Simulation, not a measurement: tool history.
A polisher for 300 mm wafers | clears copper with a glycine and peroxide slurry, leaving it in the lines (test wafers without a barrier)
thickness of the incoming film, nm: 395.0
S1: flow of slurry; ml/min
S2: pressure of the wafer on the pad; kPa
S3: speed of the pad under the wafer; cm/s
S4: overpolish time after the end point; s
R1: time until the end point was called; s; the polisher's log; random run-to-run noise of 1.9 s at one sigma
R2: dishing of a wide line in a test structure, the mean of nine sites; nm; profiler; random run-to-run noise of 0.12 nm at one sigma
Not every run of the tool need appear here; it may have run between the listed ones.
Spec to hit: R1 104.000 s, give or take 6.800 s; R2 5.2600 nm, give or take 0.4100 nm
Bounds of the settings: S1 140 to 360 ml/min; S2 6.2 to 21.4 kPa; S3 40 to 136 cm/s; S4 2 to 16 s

run 1 hour=0.0 | S1=230 S2=13.8 S3=88 S4=8 | R1=120.050 R2=13.7870
run 2 hour=7.0 | S1=210 S2=11.7 S3=102 S4=6 | R1=122.090 R2=11.2340
run 3 hour=9.5 | S1=190 S2=10.3 S3=112 S4=5 | R1=127.500 R2=9.3161
run 4 hour=10.8 | S1=190 S2=10.3 S3=98 S4=5 | R1=134.750 R2=8.8310
run 5 hour=18.0 | S1=190 S2=7.6 S3=98 S4=5 | R1=163.880 R2=7.6976
run 6 hour=20.5 | S1=175 S2=7.6 S3=110 S4=4 | R1=156.980 R2=6.4006
run 7 hour=29.2 | S1=165 S2=8.3 S3=118 S4=3 | R1=147.900 R2=5.4827
run 8 hour=36.9 | S1=155 S2=9.7 S3=124 S4=3 | R1=132.330 R2=5.9978
run 9 hour=42.9 | S1=150 S2=10.3 S3=128 S4=3 | R1=124.140 R2=6.6073

Consider the 5 candidate settings below. Which is the only one whose results all fall within their allowed miss of target?
run A hour=48.9 | S1=175 S2=14.5 S3=136 S4=2 | R1=? R2=?
run B hour=48.9 | S1=145 S2=10.3 S3=136 S4=3 | R1=? R2=?
run C hour=48.9 | S1=150 S2=12.4 S3=136 S4=2 | R1=? R2=?
run D hour=48.9 | S1=140 S2=6.9 S3=124 S4=4 | R1=? R2=?
run E hour=48.9 | S1=185 S2=10.3 S3=116 S4=2 | R1=? R2=?

move=A R1=90.445 R2=5.9988
move=B R1=120.860 R2=6.6231
move=C R1=104.760 R2=5.2738
move=D R1=169.120 R2=6.3656
move=E R1=127.350 R2=4.4365
A: gains on the last run, yet a result remains outside its allowed miss
B: no nearer and no further than the last run
C: meets every target
D: moves away from the targets compared with the last run
E: carries the result that was furthest off beyond its target, to the other side
So the answer is move C, the one that meets all the targets.

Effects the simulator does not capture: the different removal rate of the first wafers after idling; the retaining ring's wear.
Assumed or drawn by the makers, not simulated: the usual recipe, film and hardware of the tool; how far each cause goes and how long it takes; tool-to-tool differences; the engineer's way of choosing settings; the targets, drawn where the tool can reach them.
